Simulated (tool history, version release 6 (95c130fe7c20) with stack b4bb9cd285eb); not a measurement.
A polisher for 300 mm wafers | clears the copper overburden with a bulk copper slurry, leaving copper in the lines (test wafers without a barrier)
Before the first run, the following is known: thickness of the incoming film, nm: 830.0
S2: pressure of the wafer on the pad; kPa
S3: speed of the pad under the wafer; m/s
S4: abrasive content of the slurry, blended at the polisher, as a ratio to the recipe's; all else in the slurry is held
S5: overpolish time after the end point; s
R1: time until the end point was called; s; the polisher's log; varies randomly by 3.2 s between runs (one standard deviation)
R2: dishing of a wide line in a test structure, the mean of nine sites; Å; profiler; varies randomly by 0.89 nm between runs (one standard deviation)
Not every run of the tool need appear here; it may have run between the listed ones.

{"run": 1, "hour": 0.0, "flow of slurry (ml/min)": 260, "S2": 16.5, "S3": 0.86, "S4": 1.0, "S5": 17, "R1": 150.03, "R2": 613.98}
{"run": 2, "hour": 1.3, "flow of slurry (ml/min)": 260, "S2": 15.2, "S3": 0.84, "S4": 1.0, "S5": 19, "R1": 162.25, "R2": 595.73}
{"run": 3, "hour": 9.3, "flow of slurry (ml/min)": 260, "S2": 15.2, "S3": 0.84, "S4": 1.1, "S5": 19, "R1": 157.63, "R2": 612.27}
{"run": 4, "hour": 15.0, "flow of slurry (ml/min)": 255, "S2": 14.5, "S3": 0.82, "S4": 1.05, "S5": 21, "R1": 170.34, "R2": 613.8}
{"run": 5, "hour": 18.0, "flow of slurry (ml/min)": 250, "S2": 13.8, "S3": 0.8, "S4": 1.05, "S5": 23, "R1": 188.11, "R2": 627.74}
{"run": 6, "hour": 19.8, "flow of slurry (ml/min)": 245, "S2": 13.8, "S3": 0.8, "S4": 1.05, "S5": 24, "R1": 188.39, "R2": 635.16}
{"run": 7, "hour": 26.3, "flow of slurry (ml/min)": 245, "S2": 13.8, "S3": 0.8, "S4": 1.05, "S5": 24, "R1": 182.25, "R2": 629.56}
{"run": 8, "hour": 28.2, "flow of slurry (ml/min)": 245, "S2": 13.1, "S3": 0.8, "S4": 1.05, "S5": 26, "R1": 196.75, "R2": 630.74}

Run 9 comes next. What will it give?
{"run": 9, "hour": 36.0, "flow of slurry (ml/min)": 245, "S2": 13.1, "S3": 0.8, "S4": 1.05, "S5": 27, "R1": "?", "R2": "?"}

{"run 9": {"R1": 194.56, "R2": 650.61}}

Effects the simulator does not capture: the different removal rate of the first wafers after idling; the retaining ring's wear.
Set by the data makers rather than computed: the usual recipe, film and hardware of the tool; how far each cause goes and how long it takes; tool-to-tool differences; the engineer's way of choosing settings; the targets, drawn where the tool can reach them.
